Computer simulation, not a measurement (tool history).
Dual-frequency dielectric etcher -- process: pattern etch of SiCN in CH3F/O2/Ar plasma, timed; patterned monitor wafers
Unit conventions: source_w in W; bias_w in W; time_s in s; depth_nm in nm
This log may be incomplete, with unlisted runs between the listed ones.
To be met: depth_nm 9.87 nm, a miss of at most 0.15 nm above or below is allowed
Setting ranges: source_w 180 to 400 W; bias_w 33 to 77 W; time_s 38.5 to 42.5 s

run 1 hour=0 | source_w=290 bias_w=55 time_s=42.5 | depth_nm=12.264
run 2 hour=4.7 | source_w=290 bias_w=55 time_s=38.5 | depth_nm=11.079
run 3 hour=11 | source_w=280 bias_w=55 time_s=38.5 | depth_nm=11.028
run 4 hour=13.4 | source_w=280 bias_w=55 time_s=38.5 | depth_nm=11.049
run 5 hour=17 | source_w=270 bias_w=55 time_s=38.5 | depth_nm=10.858
run 6 hour=17.7 | source_w=270 bias_w=55 time_s=42.5 | depth_nm=11.939
run 7 hour=20.2 | source_w=260 bias_w=52 time_s=42.5 | depth_nm=11.555
run 8 hour=26.1 | source_w=250 bias_w=50 time_s=42.5 | depth_nm=11.126
run 9 hour=27.6 | source_w=240 bias_w=49 time_s=42.5 | depth_nm=10.884
run 10 hour=28.6 | source_w=230 bias_w=48 time_s=42.5 | depth_nm=10.592
run 11 hour=30.1 | source_w=220 bias_w=48 time_s=42.5 | depth_nm=10.479
run 12 hour=38.8 | source_w=180 bias_w=45 time_s=42.5 | depth_nm=9.4657

Which of these 4 next moves meets every target?
run A hour=47.5 | source_w=180 bias_w=44 time_s=41.5 | depth_nm=?
run B hour=47.5 | source_w=190 bias_w=48 time_s=42 | depth_nm=?
run C hour=47.5 | source_w=200 bias_w=43 time_s=40.5 | depth_nm=?
run D hour=47.5 | source_w=190 bias_w=44 time_s=40.5 | depth_nm=?

move=A depth_nm=9.1874
move=B depth_nm=9.8858
move=C depth_nm=9.1763
move=D depth_nm=9.1265
A: misses by more than the last run did
B: hits every target within its allowed miss
C: misses by more than the last run did
D: misses by more than the last run did
B is the move that brings every result within its allowed miss.
